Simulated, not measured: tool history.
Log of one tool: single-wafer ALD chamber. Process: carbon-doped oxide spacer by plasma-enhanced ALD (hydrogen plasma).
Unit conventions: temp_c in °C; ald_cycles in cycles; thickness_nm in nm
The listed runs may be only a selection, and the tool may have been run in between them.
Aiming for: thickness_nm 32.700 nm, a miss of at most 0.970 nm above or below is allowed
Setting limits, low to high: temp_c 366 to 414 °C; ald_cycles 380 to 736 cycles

run 1 day=0.000 | temp_c=390 ald_cycles=558 | thickness_nm=26.995
run 2 day=0.158 | temp_c=397 ald_cycles=558 | thickness_nm=26.949
run 3 day=0.517 | temp_c=397 ald_cycles=528 | thickness_nm=25.566
run 4 day=0.633 | temp_c=406 ald_cycles=528 | thickness_nm=24.651
run 5 day=0.721 | temp_c=414 ald_cycles=528 | thickness_nm=24.139
run 6 day=1.021 | temp_c=410 ald_cycles=528 | thickness_nm=24.547
run 7 day=1.408 | temp_c=410 ald_cycles=528 | thickness_nm=24.387
run 8 day=1.621 | temp_c=410 ald_cycles=617 | thickness_nm=28.811

Which single option among these 4 for the next run brings every result within its allowed miss of target? Just one does.
run A day=1.833 | temp_c=407 ald_cycles=650 | thickness_nm=?
run B day=1.833 | temp_c=405 ald_cycles=724 | thickness_nm=?
run C day=1.833 | temp_c=414 ald_cycles=718 | thickness_nm=?
run D day=1.833 | temp_c=400 ald_cycles=722 | thickness_nm=?

move=A thickness_nm=30.574
move=B thickness_nm=34.287
move=C thickness_nm=32.967
move=D thickness_nm=34.772
A: better than the last run, though not everything is in spec
B: carries the result that was furthest off beyond its target, to the other side
C: in spec on every target
D: carries the result that was furthest off beyond its target, to the other side
Move C is the one to make.
